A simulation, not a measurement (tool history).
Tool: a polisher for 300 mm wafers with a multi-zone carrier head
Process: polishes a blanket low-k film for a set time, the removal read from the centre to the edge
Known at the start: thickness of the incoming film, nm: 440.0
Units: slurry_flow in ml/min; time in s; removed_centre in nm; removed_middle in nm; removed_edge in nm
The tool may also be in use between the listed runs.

| run | day | slurry_flow | centre_zone | middle_zone | edge_zone | slurry_solids | time | removed_centre | removed_middle | removed_edge |
|---|---|---|---|---|---|---|---|---|---|---|
| 1 | 0.000 | 290 | 1.00 | 1.00 | 1.00 | 1.00 | 47 | 19.626 | 19.249 | 18.817 |
| 2 | 0.025 | 290 | 0.95 | 1.00 | 1.00 | 1.00 | 47 | 18.546 | 19.233 | 19.001 |
| 3 | 0.379 | 290 | 0.95 | 1.00 | 1.00 | 1.00 | 58 | 23.087 | 23.825 | 23.682 |
| 4 | 0.700 | 285 | 0.94 | 0.99 | 0.98 | 0.95 | 55 | 21.321 | 22.365 | 21.610 |
| 5 | 0.975 | 280 | 0.93 | 0.98 | 0.99 | 0.90 | 52 | 19.013 | 19.913 | 20.266 |
| 6 | 1.171 | 280 | 0.93 | 0.95 | 0.99 | 0.90 | 52 | 19.463 | 19.334 | 20.298 |
| 7 | 1.275 | 275 | 0.92 | 0.95 | 0.97 | 0.85 | 50 | 17.846 | 18.595 | 18.648 |
| 8 | 1.488 | 270 | 0.91 | 0.94 | 0.96 | 0.80 | 48 | 16.296 | 16.956 | 17.235 |
| 9 | 1.817 | 265 | 0.90 | 0.93 | 0.95 | 0.75 | 47 | 15.618 | 16.146 | 16.335 |
| 10 | 2.054 | 260 | 0.89 | 0.92 | 0.94 | 0.70 | 46 | 14.437 | 15.050 | 15.460 |

The next listed run, before its measurement:
| 11 | 2.279 | 255 | 0.88 | 0.91 | 0.93 | 0.70 | 45 | ? | ? | ? |

{"run 11": {"removed_centre": 14.121, "removed_middle": 14.582, "removed_edge": 15.274}}

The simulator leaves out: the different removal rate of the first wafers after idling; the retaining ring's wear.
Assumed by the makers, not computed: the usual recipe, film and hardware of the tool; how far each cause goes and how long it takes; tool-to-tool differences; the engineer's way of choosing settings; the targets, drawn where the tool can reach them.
